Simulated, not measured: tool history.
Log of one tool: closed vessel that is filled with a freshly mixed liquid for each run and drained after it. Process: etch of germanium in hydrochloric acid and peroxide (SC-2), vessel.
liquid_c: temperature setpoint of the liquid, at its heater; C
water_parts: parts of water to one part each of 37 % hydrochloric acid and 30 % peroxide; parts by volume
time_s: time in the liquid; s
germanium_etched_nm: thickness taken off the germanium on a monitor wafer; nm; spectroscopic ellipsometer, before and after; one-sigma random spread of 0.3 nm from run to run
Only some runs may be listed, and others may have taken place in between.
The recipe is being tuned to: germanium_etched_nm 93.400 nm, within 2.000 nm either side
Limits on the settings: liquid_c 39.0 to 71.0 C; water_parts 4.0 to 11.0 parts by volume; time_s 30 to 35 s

run  hour  liquid_c  water_parts  time_s  germanium_etched_nm
  1   0.0      55.0          6.0      35              109.230
  2   5.0      55.0          4.5      35              110.370
  3   7.7      53.5          4.5      35              105.340
  4   8.8      52.5          4.5      35              102.250
  5  11.8      52.5          4.5      35              101.260
  6  16.6      55.0          4.5      35              110.220
  7  21.0      55.0          4.5      35              110.660
     22.3  -- thermometer replaced
  8  22.3      53.5          4.5      35              110.060
  9  28.5      53.5          4.5      35              110.280
 10  34.3      52.0          4.5      35              104.390
 11  35.7      50.5          4.5      35              100.250
 12  40.8      49.5          4.5      35               97.273

Exactly one of the 4 candidate moves below puts every result within its allowed miss. Which one?
  A  45.9      48.5          4.5      35                    ?
  B  45.9      46.5          4.5      35                    ?
  C  45.9      51.0          4.0      30                    ?
  D  45.9      47.0          4.5      35                    ?

move  germanium_etched_nm
   A               93.977
   B               88.008
   C               87.462
   D               89.471
A: all results in spec
B: the result that was furthest off in the last run now lies on the other side of its target
C: the result that was furthest off in the last run now lies on the other side of its target
D: the result that was furthest off in the last run now lies on the other side of its target
The move that meets every target is A.
